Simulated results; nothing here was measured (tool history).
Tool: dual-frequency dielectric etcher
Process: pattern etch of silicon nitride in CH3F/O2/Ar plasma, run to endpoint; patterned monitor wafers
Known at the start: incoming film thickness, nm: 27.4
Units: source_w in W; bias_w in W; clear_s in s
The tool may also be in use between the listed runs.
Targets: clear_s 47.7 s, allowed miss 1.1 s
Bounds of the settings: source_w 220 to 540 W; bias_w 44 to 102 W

{"run": 1, "hour": 0.0, "source_w": 380, "bias_w": 73, "clear_s": 43.051}
{"run": 2, "hour": 3.8, "source_w": 360, "bias_w": 72, "clear_s": 44.096}
{"run": 3, "hour": 9.2, "source_w": 310, "bias_w": 72, "clear_s": 45.7}
{"run": 4, "hour": 13.4, "source_w": 300, "bias_w": 71, "clear_s": 46.061}
{"run": 5, "hour": 18.7, "source_w": 300, "bias_w": 80, "clear_s": 44.327}
{"run": 6, "hour": 27.4, "source_w": 290, "bias_w": 79, "clear_s": 44.975}
{"run": 7, "hour": 34.4, "source_w": 280, "bias_w": 78, "clear_s": 45.543}
{"run": 8, "hour": 35.0, "source_w": 270, "bias_w": 77, "clear_s": 46.237}

Which of these 4 next moves meets every target?
{"run": "A", "hour": 35.6, "source_w": 290, "bias_w": 84, "clear_s": "?"}
{"run": "B", "hour": 35.6, "source_w": 220, "bias_w": 82, "clear_s": "?"}
{"run": "C", "hour": 35.6, "source_w": 300, "bias_w": 79, "clear_s": "?"}
{"run": "D", "hour": 35.6, "source_w": 360, "bias_w": 69, "clear_s": "?"}

move=A clear_s=44.025
move=B clear_s=47.61
move=C clear_s=44.679
move=D clear_s=44.738
A: further off than the last run
B: meets every target
C: further off than the last run
D: further off than the last run
Move B is the one to make.
